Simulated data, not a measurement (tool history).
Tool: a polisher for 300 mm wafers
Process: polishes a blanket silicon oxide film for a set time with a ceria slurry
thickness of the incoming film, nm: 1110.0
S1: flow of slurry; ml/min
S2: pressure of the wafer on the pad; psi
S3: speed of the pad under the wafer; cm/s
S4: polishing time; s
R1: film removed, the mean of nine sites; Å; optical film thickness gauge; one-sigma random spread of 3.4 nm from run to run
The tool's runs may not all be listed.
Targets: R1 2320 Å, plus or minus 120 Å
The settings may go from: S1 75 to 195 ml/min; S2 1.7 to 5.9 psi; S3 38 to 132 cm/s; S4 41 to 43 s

run	hour	S1	S2	S3	S4	R1
1	0	125	3.8	84	41	1801.1
2	1.9	125	4	84	41	1875.1
3	5.5	125	4	84	41	1907.1
4	6.4	125	4.2	84	41	1985.3
5	8.8	150	4.2	84	41	2024.4
6	12.3	150	4.3	84	41	2132.3
7	14	150	4.3	84	41	2070.3
8	16.5	150	4.4	84	41	2085.6

Exercise: of the 5 proposed moves below, exactly one satisfies all targets within the stated allowed misses. Which move is it?
A	19	160	4	80	43	?
B	19	140	5	80	42	?
C	19	125	4.3	78	41	?
D	19	170	4.8	62	41	?
E	19	165	3.7	76	42	?

move	R1
A	1974.6
B	2340
C	1897
D	1956.4
E	1741.9
A: misses by more than the last run did
B: in spec on every target
C: misses by more than the last run did
D: misses by more than the last run did
E: misses by more than the last run did
B is the move that brings every result within its allowed miss.
